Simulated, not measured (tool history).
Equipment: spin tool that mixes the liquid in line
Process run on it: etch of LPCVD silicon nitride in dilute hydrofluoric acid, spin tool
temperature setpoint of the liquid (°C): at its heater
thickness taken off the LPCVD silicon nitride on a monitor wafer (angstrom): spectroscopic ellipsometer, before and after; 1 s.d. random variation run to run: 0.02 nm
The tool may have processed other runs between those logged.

| run | day | temperature setpoint of the liquid (°C) | parts of water to one part of 49 % hydrofluoric acid (parts by volume) | time under the liquid (s) | thickness taken off the LPCVD silicon nitride on a monitor wafer (angstrom) |
|---|---|---|---|---|---|
| 1 | 0.000 | 22.0 | 95 | 265 | 11.188 |
| 2 | 0.167 | 22.0 | 75 | 265 | 13.864 |
| 3 | 0.433 | 20.0 | 75 | 265 | 12.259 |
| 4 | 0.783 | 19.5 | 80 | 265 | 11.005 |
|  | 1.150 | thermometer replaced |
| 5 | 1.150 | 22.0 | 80 | 265 | 15.427 |
| 6 | 1.208 | 25.5 | 80 | 265 | 19.162 |
| 7 | 1.379 | 24.5 | 85 | 265 | 17.223 |
| 8 | 1.446 | 23.5 | 85 | 265 | 15.255 |

Estimate the outcome of run 9 from the log above:
| 9 | 1.621 | 22.5 | 85 | 265 | ? |

thickness taken off the LPCVD silicon nitride on a monitor wafer (angstrom): 14.857

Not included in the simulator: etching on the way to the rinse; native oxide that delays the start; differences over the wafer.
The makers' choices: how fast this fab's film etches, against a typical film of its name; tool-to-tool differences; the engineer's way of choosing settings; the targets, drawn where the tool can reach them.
